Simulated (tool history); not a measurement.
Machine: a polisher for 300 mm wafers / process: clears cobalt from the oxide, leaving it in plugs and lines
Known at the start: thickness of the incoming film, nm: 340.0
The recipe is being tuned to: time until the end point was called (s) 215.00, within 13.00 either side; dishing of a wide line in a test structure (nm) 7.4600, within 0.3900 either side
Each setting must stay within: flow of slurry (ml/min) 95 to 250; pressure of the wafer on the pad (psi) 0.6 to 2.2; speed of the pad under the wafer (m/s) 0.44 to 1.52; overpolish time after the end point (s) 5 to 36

| run | hour | flow of slurry (ml/min) | pressure of the wafer on the pad (psi) | speed of the pad under the wafer (m/s) | overpolish time after the end point (s) | time until the end point was called (s) | dishing of a wide line in a test structure (nm) |
|---|---|---|---|---|---|---|---|
| 1 | 0.0 | 160 | 1.4 | 0.98 | 18 | 111.66 | 33.9700 |
| 2 | 7.2 | 160 | 1.2 | 0.98 | 18 | 127.88 | 30.3570 |
| 3 | 8.8 | 160 | 1.4 | 0.98 | 18 | 109.54 | 33.6980 |
| 4 | 10.6 | 145 | 1.4 | 0.98 | 18 | 112.29 | 34.3070 |
| 5 | 17.7 | 180 | 1.4 | 0.98 | 18 | 106.28 | 33.6970 |
| 6 | 23.2 | 195 | 1.2 | 0.86 | 15 | 135.87 | 26.3370 |
| 7 | 24.5 | 210 | 1.1 | 0.76 | 13 | 159.98 | 20.8260 |
| 8 | 28.7 | 220 | 1.0 | 0.68 | 11 | 200.35 | 16.0520 |
| 9 | 33.8 | 220 | 1.0 | 0.68 | 11 | 201.61 | 15.9550 |
| 10 | 38.9 | 225 | 1.0 | 0.62 | 10 | 215.03 | 13.8500 |
| 11 | 47.0 | 230 | 1.0 | 0.58 | 9 | 235.96 | 11.6480 |
| 12 | 47.8 | 235 | 1.1 | 0.54 | 8 | 228.05 | 10.9130 |
| 13 | 55.9 | 240 | 1.2 | 0.52 | 7 | 214.29 | 10.1320 |
| 14 | 62.3 | 240 | 1.2 | 0.50 | 7 | 228.62 | 9.7405 |
| 15 | 64.5 | 240 | 1.3 | 0.48 | 7 | 220.72 | 9.9444 |
| 16 | 68.3 | 245 | 1.3 | 0.46 | 6 | 231.76 | 8.2835 |

Consider the 4 candidate settings below. Which is the only one whose results all fall within their allowed miss of target?
| A | 72.1 | 240 | 1.3 | 0.58 | 5 | ? | ? |
| B | 72.1 | 235 | 1.2 | 0.46 | 8 | ? | ? |
| C | 72.1 | 250 | 1.1 | 0.56 | 5 | ? | ? |
| D | 72.1 | 250 | 1.2 | 0.44 | 5 | ? | ? |

| move | time until the end point was called (s) | dishing of a wide line in a test structure (nm) |
|---|---|---|
| A | 183.85 | 8.8367 |
| B | 246.51 | 10.3740 |
| C | 219.71 | 7.5124 |
| D | 255.21 | 6.5411 |
A: its largest miss is bigger than the last run's
B: its largest miss is bigger than the last run's
C: in spec on every target
D: takes the result that was furthest off past its target
Answer: C

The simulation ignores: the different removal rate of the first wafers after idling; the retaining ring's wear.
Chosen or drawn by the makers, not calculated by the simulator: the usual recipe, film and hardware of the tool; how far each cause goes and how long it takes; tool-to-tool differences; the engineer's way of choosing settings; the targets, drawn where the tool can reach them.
